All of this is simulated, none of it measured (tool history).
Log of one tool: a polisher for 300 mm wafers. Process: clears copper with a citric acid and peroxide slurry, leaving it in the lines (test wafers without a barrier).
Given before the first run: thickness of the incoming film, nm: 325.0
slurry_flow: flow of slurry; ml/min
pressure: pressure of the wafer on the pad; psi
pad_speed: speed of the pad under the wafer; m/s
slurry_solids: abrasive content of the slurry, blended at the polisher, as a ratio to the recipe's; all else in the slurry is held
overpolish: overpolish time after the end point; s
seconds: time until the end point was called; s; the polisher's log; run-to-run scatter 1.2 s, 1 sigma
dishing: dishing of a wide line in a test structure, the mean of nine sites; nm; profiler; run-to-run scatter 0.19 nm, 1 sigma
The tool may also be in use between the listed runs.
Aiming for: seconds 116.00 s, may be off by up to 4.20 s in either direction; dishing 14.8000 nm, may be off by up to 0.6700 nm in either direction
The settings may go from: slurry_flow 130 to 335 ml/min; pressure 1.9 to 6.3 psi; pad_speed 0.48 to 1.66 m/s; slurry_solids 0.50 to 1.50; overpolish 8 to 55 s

| run | hour | slurry_flow | pressure | pad_speed | slurry_solids | overpolish | seconds | dishing |
|---|---|---|---|---|---|---|---|---|
| 1 | 0.0 | 215 | 4.1 | 1.06 | 1.00 | 28 | 115.73 | 45.7800 |
| 2 | 4.8 | 215 | 3.8 | 1.10 | 1.00 | 25 | 123.10 | 39.8880 |
| 3 | 5.8 | 175 | 3.8 | 1.10 | 1.00 | 25 | 127.52 | 38.5520 |
| 4 | 9.6 | 170 | 3.7 | 1.12 | 1.05 | 23 | 128.16 | 36.3560 |
| 5 | 16.6 | 190 | 3.6 | 1.12 | 1.00 | 21 | 128.46 | 32.3560 |
| 6 | 17.6 | 160 | 3.6 | 1.12 | 1.00 | 21 | 133.58 | 31.7650 |
| 7 | 26.6 | 165 | 3.4 | 1.18 | 0.95 | 19 | 132.90 | 28.6320 |
| 8 | 31.5 | 180 | 3.2 | 1.24 | 0.90 | 18 | 135.69 | 26.5610 |
| 9 | 33.1 | 200 | 3.1 | 1.30 | 0.85 | 17 | 135.64 | 26.1200 |
| 10 | 41.8 | 190 | 3.1 | 1.34 | 0.80 | 16 | 131.32 | 24.7480 |
| 11 | 44.6 | 130 | 2.2 | 1.64 | 0.55 | 8 | 179.84 | 9.5344 |
| 12 | 49.4 | 130 | 2.4 | 1.64 | 0.55 | 8 | 164.10 | 10.5000 |
| 13 | 51.8 | 130 | 2.5 | 1.64 | 0.55 | 8 | 160.73 | 10.9320 |
| 14 | 54.5 | 160 | 3.6 | 1.66 | 0.55 | 8 | 105.35 | 16.3820 |
| 15 | 59.0 | 155 | 3.6 | 1.66 | 0.55 | 8 | 104.19 | 15.9730 |
| 16 | 62.5 | 150 | 3.6 | 1.66 | 0.55 | 8 | 108.56 | 15.7420 |

Pick the move, out of 5, that brings all results within their allowed miss; only one does.
| A | 66.0 | 130 | 3.7 | 1.66 | 0.65 | 8 | ? | ? |
| B | 66.0 | 160 | 3.0 | 1.64 | 0.50 | 8 | ? | ? |
| C | 66.0 | 140 | 3.4 | 1.62 | 0.55 | 8 | ? | ? |
| D | 66.0 | 150 | 3.9 | 1.60 | 0.55 | 8 | ? | ? |
| E | 66.0 | 130 | 3.5 | 1.48 | 0.50 | 8 | ? | ? |

| move | seconds | dishing |
|---|---|---|
| A | 104.69 | 16.6960 |
| B | 131.25 | 13.4310 |
| C | 118.47 | 14.8330 |
| D | 103.32 | 16.9200 |
| E | 130.17 | 13.5720 |
A: misses by more than the last run did
B: carries the result that was furthest off beyond its target, to the other side
C: in spec on every target
D: misses by more than the last run did
E: carries the result that was furthest off beyond its target, to the other side
The right move is C.
